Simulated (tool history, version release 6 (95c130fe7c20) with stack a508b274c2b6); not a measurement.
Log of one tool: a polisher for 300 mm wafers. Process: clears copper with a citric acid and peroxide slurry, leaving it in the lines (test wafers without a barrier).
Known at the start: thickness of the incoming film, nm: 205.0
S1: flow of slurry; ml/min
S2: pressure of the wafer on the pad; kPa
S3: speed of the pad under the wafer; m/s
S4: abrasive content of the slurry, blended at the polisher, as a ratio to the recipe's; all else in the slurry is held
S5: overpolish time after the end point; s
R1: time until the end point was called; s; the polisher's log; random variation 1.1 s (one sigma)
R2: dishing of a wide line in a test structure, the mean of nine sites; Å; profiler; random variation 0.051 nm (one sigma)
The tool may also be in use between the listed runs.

Run 1, hour 0.0: S1 205 ml/min, S2 22.8 kPa, S3 1.14 m/s, S4 1.00, S5 8 s. Result: R1 60.071 s, R2 192.470 Å.
Run 2, hour 2.4: S1 205 ml/min, S2 22.8 kPa, S3 1.14 m/s, S4 1.00, S5 6 s. Result: R1 60.145 s, R2 143.080 Å.
Run 3, hour 5.0: S1 205 ml/min, S2 22.8 kPa, S3 1.14 m/s, S4 1.00, S5 8 s. Result: R1 61.111 s, R2 193.130 Å.
Run 4, hour 9.2: S1 205 ml/min, S2 22.1 kPa, S3 1.10 m/s, S4 1.00, S5 7 s. Result: R1 62.935 s, R2 161.860 Å.
Run 5, hour 11.5: S1 195 ml/min, S2 20.7 kPa, S3 1.10 m/s, S4 0.95, S5 6 s. Result: R1 69.103 s, R2 128.040 Å.
Run 6, hour 12.7: S1 195 ml/min, S2 20.7 kPa, S3 1.24 m/s, S4 0.95, S5 6 s. Result: R1 62.296 s, R2 142.630 Å.
Run 7, hour 18.1: S1 210 ml/min, S2 20.0 kPa, S3 1.16 m/s, S4 1.00, S5 6 s. Result: R1 64.820 s, R2 131.730 Å.
Run 8, hour 18.7: S1 225 ml/min, S2 18.6 kPa, S3 1.12 m/s, S4 1.05, S5 6 s. Result: R1 72.423 s, R2 120.840 Å.
Run 9, hour 22.7: S1 235 ml/min, S2 17.9 kPa, S3 1.12 m/s, S4 1.10, S5 6 s. Result: R1 73.812 s, R2 118.190 Å.
Run 10, hour 30.1: S1 245 ml/min, S2 17.2 kPa, S3 1.12 m/s, S4 1.15, S5 6 s. Result: R1 77.686 s, R2 116.940 Å.
Run 11, hour 38.9: S1 230 ml/min, S2 17.2 kPa, S3 1.10 m/s, S4 1.05, S5 6 s. Result: R1 79.116 s, R2 114.550 Å.
Run 12, hour 43.6: S1 215 ml/min, S2 17.2 kPa, S3 1.06 m/s, S4 1.10, S5 6 s. Result: R1 80.019 s, R2 111.160 Å.
Run 13, hour 47.6: S1 205 ml/min, S2 16.5 kPa, S3 1.04 m/s, S4 1.15, S5 6 s. Result: R1 83.701 s, R2 106.880 Å.
Run 14, hour 53.3: S1 195 ml/min, S2 16.5 kPa, S3 1.02 m/s, S4 1.05, S5 6 s. Result: R1 86.905 s, R2 99.479 Å.
Run 15, hour 59.6: S1 185 ml/min, S2 16.5 kPa, S3 1.00 m/s, S4 1.00, S5 6 s. Result: R1 87.896 s, R2 98.623 Å.
Run 16, hour 61.2: S1 180 ml/min, S2 16.5 kPa, S3 0.98 m/s, S4 0.95, S5 6 s. Result: R1 90.328 s, R2 98.719 Å.
Run 17, hour 66.8: S1 175 ml/min, S2 15.9 kPa, S3 1.00 m/s, S4 1.00, S5 6 s. Result: R1 91.779 s, R2 95.592 Å.
Run 18, hour 74.8: S1 170 ml/min, S2 15.2 kPa, S3 1.00 m/s, S4 1.00, S5 6 s. Result: R1 96.139 s, R2 90.694 Å.
Run 19, hour 77.4: S1 165 ml/min, S2 14.5 kPa, S3 1.02 m/s, S4 1.05, S5 6 s. Result: R1 101.410 s, R2 89.510 Å.
Run 20, hour 82.7: S1 185 ml/min, S2 14.5 kPa, S3 0.96 m/s, S4 1.00, S5 6 s. Result: R1 102.340 s, R2 86.471 Å.
Run 21, hour 83.7: S1 180 ml/min, S2 15.2 kPa, S3 0.90 m/s, S4 0.95, S5 6 s. Result: R1 104.310 s, R2 85.532 Å.
Run 22, hour 86.5: S1 175 ml/min, S2 14.5 kPa, S3 0.94 m/s, S4 0.95, S5 6 s. Result: R1 106.690 s, R2 85.479 Å.

Forecast run 23:
Run 23, hour 90.3: S1 170 ml/min, S2 15.2 kPa, S3 0.88 m/s, S4 1.00, S5 6 s. Result: R1 ?, R2 ?.

Run 23 gave R1 103.310 s, R2 84.250 Å.
